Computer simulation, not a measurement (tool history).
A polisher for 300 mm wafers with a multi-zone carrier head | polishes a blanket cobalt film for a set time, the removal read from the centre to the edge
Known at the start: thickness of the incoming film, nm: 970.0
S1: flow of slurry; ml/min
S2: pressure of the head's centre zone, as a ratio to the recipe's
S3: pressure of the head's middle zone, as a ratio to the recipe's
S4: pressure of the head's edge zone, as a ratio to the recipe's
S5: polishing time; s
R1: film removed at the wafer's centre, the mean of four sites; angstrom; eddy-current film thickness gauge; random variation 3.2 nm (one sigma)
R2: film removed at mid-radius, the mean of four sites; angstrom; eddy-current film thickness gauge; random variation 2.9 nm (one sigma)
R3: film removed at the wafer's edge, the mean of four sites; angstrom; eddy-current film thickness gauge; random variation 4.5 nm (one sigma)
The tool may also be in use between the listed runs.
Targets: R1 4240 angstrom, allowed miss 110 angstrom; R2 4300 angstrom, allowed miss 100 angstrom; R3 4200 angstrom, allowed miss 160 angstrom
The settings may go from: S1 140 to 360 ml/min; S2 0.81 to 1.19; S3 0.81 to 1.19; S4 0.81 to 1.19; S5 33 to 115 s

run,day,S1,S2,S3,S4,S5,R1,R2,R3
1,0,230,1,1,1,73,3482.2,3486.1,3545.9
2,0.254,230,1.07,1,1,73,3756.4,3420.2,3531
3,0.5,230,1.07,1,1,81,4124.2,3858.7,3862.4
4,0.608,230,1.07,1,1.06,81,4139.7,3846.7,4021.7
5,0.838,230,1.04,1,1.06,81,4063,3855,3956.4
6,1.058,230,1.04,1,1.12,81,4009.9,3823.5,4134.2
7,1.112,255,1.04,1.02,1.11,81,4017.4,3948,4151
8,1.321,265,1.05,1.04,1.1,81,4171.8,4039.4,4120.2
9,1.675,275,1.05,1.05,1.1,81,4172.2,4051.6,4178.3

Which of these 5 next moves meets every target?
A,2.029,295,1,1.06,1.11,82,?,?,?
B,2.029,255,1,1.18,1.02,83,?,?,?
C,2.029,330,1.02,0.93,1.1,80,?,?,?
D,2.029,255,1.02,0.95,1.02,85,?,?,?
E,2.029,350,0.93,0.95,0.86,91,?,?,?

move,R1,R2,R3
A,4066.4,4190.4,4281.8
B,4051.8,4582.4,4102
C,4089.4,3698.4,4198.1
D,4226.3,3901.4,4213.8
E,4262.1,4307.2,4261.6
A: nearer than the last run, and not there yet
B: takes the result that was furthest off past its target
C: further off than the last run
D: further off than the last run
E: meets every target
The right move is E.
